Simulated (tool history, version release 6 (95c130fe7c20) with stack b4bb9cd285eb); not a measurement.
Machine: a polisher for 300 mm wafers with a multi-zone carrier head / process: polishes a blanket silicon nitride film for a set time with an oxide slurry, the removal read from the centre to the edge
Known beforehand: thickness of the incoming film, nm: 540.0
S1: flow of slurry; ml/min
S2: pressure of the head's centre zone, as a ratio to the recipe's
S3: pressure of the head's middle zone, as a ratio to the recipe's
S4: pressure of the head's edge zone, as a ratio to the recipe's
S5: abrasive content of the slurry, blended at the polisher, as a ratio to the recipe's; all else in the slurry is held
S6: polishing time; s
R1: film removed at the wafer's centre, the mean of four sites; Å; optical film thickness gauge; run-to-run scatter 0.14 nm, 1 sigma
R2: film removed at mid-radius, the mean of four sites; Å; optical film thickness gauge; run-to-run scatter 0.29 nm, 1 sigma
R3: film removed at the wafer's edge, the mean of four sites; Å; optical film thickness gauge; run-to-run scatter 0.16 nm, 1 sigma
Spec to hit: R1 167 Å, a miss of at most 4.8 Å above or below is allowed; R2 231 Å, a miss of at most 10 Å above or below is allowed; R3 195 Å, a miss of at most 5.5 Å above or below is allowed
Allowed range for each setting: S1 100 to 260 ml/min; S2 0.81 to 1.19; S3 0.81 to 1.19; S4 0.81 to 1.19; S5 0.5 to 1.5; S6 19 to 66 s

run	hour	S1	S2	S3	S4	S5	S6	R1	R2	R3
1	0	165	1	1	1	1	42	246.07	256.22	251.26
2	1.1	165	1	1	1	0.9	42	241.93	250.11	242.89
3	5.5	160	0.97	1.01	0.99	0.85	42	232.44	240.55	238.46
4	8.9	160	1.01	1.01	0.99	0.85	42	241.56	241.68	237.25
5	10.8	160	1.01	1.01	0.95	0.85	42	242.44	246.81	230.56
6	19.7	160	0.96	1.01	0.95	0.85	42	229.99	242.46	231.15
7	20.9	160	0.94	1.04	0.95	0.85	41	218.27	242.7	226.89
8	21.8	155	0.92	1.06	0.94	0.8	41	209.68	243.62	221.97
9	24	150	0.9	1.07	0.93	0.75	41	197.17	235.23	210.5
10	31.9	145	0.89	1.08	0.92	0.75	41	194.99	238.28	211.72
11	33.4	140	0.88	1.09	0.91	0.75	41	190.1	237.43	214.06
12	35.3	140	0.88	1.09	0.91	0.75	41	191.2	236.64	210.1
13	40.7	135	0.87	1.1	0.9	0.75	41	190.03	241.54	209.62
14	42.2	110	0.81	1.11	0.87	0.65	41	159.1	222.03	190.53

Exactly one of the 4 candidate moves below puts every result within its allowed miss. Which one?
A	43.7	115	0.84	1.16	0.91	0.75	39	?	?	?
B	43.7	120	0.81	1.19	0.98	0.65	39	?	?	?
C	43.7	130	0.86	1.19	0.82	0.5	42	?	?	?
D	43.7	100	0.83	1.06	0.89	0.75	43	?	?	?

move	R1	R2	R3
A	166.03	230.37	195.75
B	154.61	227.24	195.04
C	166.38	229.74	181.01
D	175.56	229.24	210.21
A: all results land within tolerance of their targets
B: its largest miss is bigger than the last run's
C: the worst result of the last run now meets its target, but another is out of spec
D: the result that was furthest off in the last run now lies on the other side of its target
Move A is the one to make.
